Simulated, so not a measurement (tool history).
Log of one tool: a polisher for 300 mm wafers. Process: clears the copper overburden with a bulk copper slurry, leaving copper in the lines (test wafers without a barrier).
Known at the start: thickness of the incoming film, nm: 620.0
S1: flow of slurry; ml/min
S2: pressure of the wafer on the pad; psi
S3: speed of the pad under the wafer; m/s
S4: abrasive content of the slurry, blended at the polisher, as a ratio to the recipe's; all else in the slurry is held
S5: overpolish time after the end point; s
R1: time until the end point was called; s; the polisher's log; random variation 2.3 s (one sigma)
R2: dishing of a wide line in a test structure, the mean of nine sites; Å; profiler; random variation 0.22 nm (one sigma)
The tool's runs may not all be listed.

Run 1, hour 0: S1 190 ml/min, S2 1.8 psi, S3 1.22 m/s, S4 1, S5 13 s. Result: R1 114.32 s, R2 450.16 Å.
Run 2, hour 7.5: S1 190 ml/min, S2 1.6 psi, S3 1.28 m/s, S4 1, S5 11 s. Result: R1 123.16 s, R2 377.47 Å.
Run 3, hour 15: S1 190 ml/min, S2 1.5 psi, S3 1.36 m/s, S4 1, S5 10 s. Result: R1 121.71 s, R2 342.89 Å.
Run 4, hour 18.8: S1 185 ml/min, S2 1.4 psi, S3 1.46 m/s, S4 1, S5 9 s. Result: R1 125.09 s, R2 323.34 Å.
Run 5, hour 27.2: S1 205 ml/min, S2 1.3 psi, S3 1.5 m/s, S4 1, S5 8 s. Result: R1 127.06 s, R2 285.93 Å.
Run 6, hour 29: S1 205 ml/min, S2 1.5 psi, S3 1.5 m/s, S4 1, S5 8 s. Result: R1 116.12 s, R2 309.23 Å.
Run 7, hour 35.3: S1 220 ml/min, S2 1.4 psi, S3 1.54 m/s, S4 1, S5 7 s. Result: R1 119.53 s, R2 279.87 Å.
Run 8, hour 42.8: S1 235 ml/min, S2 1.3 psi, S3 1.6 m/s, S4 1, S5 6 s. Result: R1 116.95 s, R2 239.38 Å.
Run 9, hour 44.9: S1 245 ml/min, S2 1.3 psi, S3 1.6 m/s, S4 1, S5 6 s. Result: R1 114.68 s, R2 240.13 Å.
Run 10, hour 52.9: S1 250 ml/min, S2 1.3 psi, S3 1.6 m/s, S4 1, S5 6 s. Result: R1 115.71 s, R2 241.57 Å.
Run 11, hour 58.7: S1 255 ml/min, S2 1.3 psi, S3 1.6 m/s, S4 1, S5 6 s. Result: R1 113.98 s, R2 247.83 Å.
Run 12, hour 62.4: S1 260 ml/min, S2 1.3 psi, S3 1.62 m/s, S4 1, S5 6 s. Result: R1 112.14 s, R2 243.03 Å.
Run 13, hour 70: S1 275 ml/min, S2 1.1 psi, S3 1.66 m/s, S4 1, S5 4 s. Result: R1 124.28 s, R2 162.43 Å.
Run 14, hour 77.5: S1 265 ml/min, S2 1.1 psi, S3 1.66 m/s, S4 1, S5 4 s. Result: R1 119.87 s, R2 160.92 Å.

Run 15 comes next. What will it give?
Run 15, hour 84.2: S1 265 ml/min, S2 1.1 psi, S3 1.64 m/s, S4 1, S5 4 s. Result: R1 ?, R2 ?.

Run 15 gave R1 121.32 s, R2 158.73 Å.
